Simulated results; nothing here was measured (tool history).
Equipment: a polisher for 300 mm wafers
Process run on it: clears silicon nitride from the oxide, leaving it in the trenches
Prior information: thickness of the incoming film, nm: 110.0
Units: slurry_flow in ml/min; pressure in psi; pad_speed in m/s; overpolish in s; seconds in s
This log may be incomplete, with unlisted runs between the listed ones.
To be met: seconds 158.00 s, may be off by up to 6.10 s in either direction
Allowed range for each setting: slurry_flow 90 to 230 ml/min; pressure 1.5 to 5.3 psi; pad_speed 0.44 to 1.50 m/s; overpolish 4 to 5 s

| run | hour | slurry_flow | pressure | pad_speed | overpolish | seconds |
|---|---|---|---|---|---|---|
| 1 | 0.0 | 150 | 3.4 | 0.96 | 5 | 112.93 |
| 2 | 8.6 | 150 | 3.4 | 0.86 | 5 | 127.29 |
| 3 | 9.5 | 170 | 3.4 | 0.86 | 5 | 123.71 |
| 4 | 14.8 | 165 | 3.2 | 0.86 | 5 | 130.87 |
|  | 20.7 | head pressure recalibrated |
| 5 | 20.7 | 165 | 2.8 | 0.86 | 5 | 137.59 |
| 6 | 29.2 | 185 | 2.8 | 0.86 | 5 | 132.60 |
| 7 | 36.2 | 170 | 2.7 | 0.86 | 5 | 139.71 |
| 8 | 40.3 | 160 | 2.6 | 0.86 | 5 | 146.37 |

Pick the move, out of 5, that brings all results within their allowed miss; only one does.
| A | 44.4 | 155 | 3.0 | 0.78 | 4 | ? |
| B | 44.4 | 180 | 3.1 | 0.80 | 5 | ? |
| C | 44.4 | 150 | 2.6 | 0.92 | 5 | ? |
| D | 44.4 | 165 | 2.5 | 0.96 | 4 | ? |
| E | 44.4 | 155 | 3.5 | 0.60 | 5 | ? |

| move | seconds |
|---|---|
| A | 144.77 |
| B | 134.28 |
| C | 142.30 |
| D | 140.02 |
| E | 160.33 |
A: moves away from the targets compared with the last run
B: moves away from the targets compared with the last run
C: moves away from the targets compared with the last run
D: moves away from the targets compared with the last run
E: each result inside its tolerance
The move that meets every target is E.

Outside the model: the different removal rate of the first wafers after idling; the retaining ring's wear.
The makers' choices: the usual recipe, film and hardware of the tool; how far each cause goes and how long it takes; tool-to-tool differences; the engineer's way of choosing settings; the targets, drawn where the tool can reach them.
